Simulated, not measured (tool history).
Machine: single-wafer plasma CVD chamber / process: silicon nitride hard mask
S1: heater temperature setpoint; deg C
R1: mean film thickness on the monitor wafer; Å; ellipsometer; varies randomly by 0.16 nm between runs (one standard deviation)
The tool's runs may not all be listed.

{"run": 1, "hour": 0.0, "S1": 415, "chamber pressure (Pa)": 159, "RF power (W)": 235, "deposition time (s)": 30.2, "R1": 277.07}
{"run": 2, "hour": 5.8, "S1": 415, "chamber pressure (Pa)": 131, "RF power (W)": 235, "deposition time (s)": 30.2, "R1": 256.71}
{"run": 3, "hour": 9.2, "S1": 415, "chamber pressure (Pa)": 131, "RF power (W)": 235, "deposition time (s)": 30.2, "R1": 257.32}
{"run": 4, "hour": 15.1, "S1": 415, "chamber pressure (Pa)": 148, "RF power (W)": 240, "deposition time (s)": 30.2, "R1": 276.6}
{"run": 5, "hour": 16.7, "S1": 420, "chamber pressure (Pa)": 148, "RF power (W)": 240, "deposition time (s)": 30.2, "R1": 275.22}
{"run": 6, "hour": 19.1, "S1": 420, "chamber pressure (Pa)": 148, "RF power (W)": 240, "deposition time (s)": 28.7, "R1": 261.74}

The next listed run, before its measurement:
{"run": 7, "hour": 21.9, "S1": 420, "chamber pressure (Pa)": 164, "RF power (W)": 240, "deposition time (s)": 28.7, "R1": "?"}

R1: 271.93 Å

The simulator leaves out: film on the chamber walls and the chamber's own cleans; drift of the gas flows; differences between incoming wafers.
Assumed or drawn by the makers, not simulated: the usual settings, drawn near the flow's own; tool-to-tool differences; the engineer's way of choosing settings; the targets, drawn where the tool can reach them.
